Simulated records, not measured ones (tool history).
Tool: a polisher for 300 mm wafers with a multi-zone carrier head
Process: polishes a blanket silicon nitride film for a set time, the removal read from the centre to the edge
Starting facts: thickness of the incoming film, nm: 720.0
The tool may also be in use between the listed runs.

run  hour  flow of slurry (ml/min)  pressure of the head's centre zone  pressure of the head's middle zone  pressure of the head's edge zone  polishing time (s)  film removed at the wafer's centre (nm)  film removed at mid-radius (nm)  film removed at the wafer's edge (nm)
  1     0                      320                                   1                                   1                                 1                  75                                   181.56                            184.7                                 186.33
  2   0.9                      320                                0.99                                1.01                              1.04                  77                                   188.18                           198.99                                 194.54
  3     4                      320                                0.99                                1.01                              1.04                  66                                   158.89                           169.46                                 167.82
  4   6.8                      320                                1.04                                1.01                              1.04                  66                                   170.84                           167.44                                 166.88
  5  13.7                      320                                0.96                                1.01                              1.04                  66                                   154.06                           164.21                                 167.36
  6  21.2                      320                                0.95                                   1                              1.07                  70                                   164.42                           181.95                                 178.88

Estimate the outcome of run 7 from the log above:
  7  25.1                      320                                0.93                                0.96                              1.08                  74                                        ?                                ?                                      ?

{"run 7": {"film removed at the wafer's centre (nm)": 166.56, "film removed at mid-radius (nm)": 179.46, "film removed at the wafer's edge (nm)": 191.57}}
